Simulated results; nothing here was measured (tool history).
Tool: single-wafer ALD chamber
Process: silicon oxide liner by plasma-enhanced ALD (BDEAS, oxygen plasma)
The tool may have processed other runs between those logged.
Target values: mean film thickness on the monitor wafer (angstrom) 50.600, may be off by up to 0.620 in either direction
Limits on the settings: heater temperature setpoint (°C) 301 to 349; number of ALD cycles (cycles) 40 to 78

run	hour	heater temperature setpoint (°C)	number of ALD cycles (cycles)	mean film thickness on the monitor wafer (angstrom)
1	0.0	325	59	56.720
2	2.3	331	59	56.257
3	9.1	332	58	55.279
4	18.1	332	65	61.796
5	25.7	333	64	60.879
6	34.1	334	63	59.985
7	37.3	334	62	58.852
8	43.6	334	61	58.241
9	51.0	334	60	57.179
10	57.3	339	52	49.135
11	65.2	338	52	49.104
12	72.8	337	52	49.205

Which single option among these 4 for the next run brings every result within its allowed miss of target? Just one does.
A	80.4	330	54	?
B	80.4	343	54	?
C	80.4	333	51	?
D	80.4	336	55	?

move	mean film thickness on the monitor wafer (angstrom)
A	51.680
B	50.562
C	48.565
D	52.111
A: moves the result that the last run missed by most past its target, out the other side
B: every result lands within tolerance
C: lands further from the targets than the last run did
D: moves the result that the last run missed by most past its target, out the other side
Correct choice: B, which meets every target
